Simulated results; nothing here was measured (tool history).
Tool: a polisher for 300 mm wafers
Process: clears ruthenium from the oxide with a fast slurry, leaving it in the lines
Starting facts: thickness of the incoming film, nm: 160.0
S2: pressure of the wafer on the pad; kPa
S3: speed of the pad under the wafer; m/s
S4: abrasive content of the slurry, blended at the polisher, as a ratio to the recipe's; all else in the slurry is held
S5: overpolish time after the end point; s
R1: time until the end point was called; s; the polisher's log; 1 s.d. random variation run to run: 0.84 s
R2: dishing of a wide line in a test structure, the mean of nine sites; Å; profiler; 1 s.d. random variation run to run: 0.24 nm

run 1 day=0.000 | flow_of_slurry_(ml/min)=130 S2=18.6 S3=1.00 S4=1.00 S5=11 | R1=39.092 R2=308.04
run 2 day=0.229 | flow_of_slurry_(ml/min)=130 S2=18.6 S3=1.00 S4=1.15 S5=11 | R1=37.642 R2=333.00
run 3 day=0.567 | flow_of_slurry_(ml/min)=130 S2=18.6 S3=1.00 S4=1.10 S5=11 | R1=39.226 R2=328.75
run 4 day=0.800 | flow_of_slurry_(ml/min)=130 S2=18.6 S3=1.16 S4=1.10 S5=11 | R1=33.841 R2=372.26
run 5 day=0.825 | flow_of_slurry_(ml/min)=130 S2=18.6 S3=1.16 S4=1.05 S5=11 | R1=34.268 R2=360.40
run 6 day=1.167 | flow_of_slurry_(ml/min)=130 S2=18.6 S3=1.16 S4=0.95 S5=11 | R1=36.558 R2=348.08

Predict the results of run 7:
run 7 day=1.412 | flow_of_slurry_(ml/min)=135 S2=17.9 S3=1.14 S4=0.95 S5=10 | R1=? R2=?

For run 7 the tool returned R1 38.430 s, R2 311.05 Å.

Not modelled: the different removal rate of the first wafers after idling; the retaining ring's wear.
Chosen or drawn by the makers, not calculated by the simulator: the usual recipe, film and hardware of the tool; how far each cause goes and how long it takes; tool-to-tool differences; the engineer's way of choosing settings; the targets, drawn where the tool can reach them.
